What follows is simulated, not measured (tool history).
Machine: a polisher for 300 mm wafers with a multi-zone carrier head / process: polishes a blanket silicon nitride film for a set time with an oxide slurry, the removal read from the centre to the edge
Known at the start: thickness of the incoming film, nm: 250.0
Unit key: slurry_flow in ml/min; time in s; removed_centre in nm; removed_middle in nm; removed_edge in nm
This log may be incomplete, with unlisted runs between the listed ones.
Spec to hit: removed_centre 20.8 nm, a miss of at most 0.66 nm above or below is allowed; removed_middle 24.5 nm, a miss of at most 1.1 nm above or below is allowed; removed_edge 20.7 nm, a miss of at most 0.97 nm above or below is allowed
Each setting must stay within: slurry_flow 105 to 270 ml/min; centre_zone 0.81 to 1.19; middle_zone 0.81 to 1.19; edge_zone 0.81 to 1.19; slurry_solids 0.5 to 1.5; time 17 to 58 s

run,hour,slurry_flow,centre_zone,middle_zone,edge_zone,slurry_solids,time,removed_centre,removed_middle,removed_edge
1,0,175,1,1,1,1,37,24.102,23.915,22.713
2,2.5,170,0.98,1.02,0.98,1,37,23.596,24.827,22.083
3,4.1,190,0.98,1.02,0.98,1,37,23.642,25.138,22.523
4,8.8,185,0.96,1.02,0.97,1,37,23.438,25.041,22.62
5,13.2,180,0.95,1.03,0.96,1,37,23.03,25.744,22.113
6,19.3,175,0.94,1.03,0.96,1,37,22.931,25.365,22.023
# hour 27.3: worn pad replaced by a new one
7,27.3,170,0.93,1.03,0.96,1,37,24.388,27.71,24.497
8,33.5,185,0.93,1.03,0.96,1,37,25.051,27.684,24.637
9,41.7,170,0.93,1.03,0.96,1,37,24.729,27.561,24.813

Exactly one of the 4 candidate moves below puts every result within its allowed miss. Which one?
A,49.9,215,1.08,1.09,0.87,0.9,29,?,?,?
B,49.9,140,1.07,1.06,0.88,1,31,?,?,?
C,49.9,220,0.98,1.07,0.92,0.9,30,?,?,?
D,49.9,175,0.92,1.09,0.95,0.95,32,?,?,?

move,removed_centre,removed_middle,removed_edge
A,22.002,22.912,18.05
B,22.758,23.507,19.367
C,20.867,23.402,19.199
D,20.778,25.17,20.775
A: better than the last run, though not everything is in spec
B: better than the last run, though not everything is in spec
C: corrects the largest miss of the last run, while another result sits out of spec
D: all results in spec
Answer: D
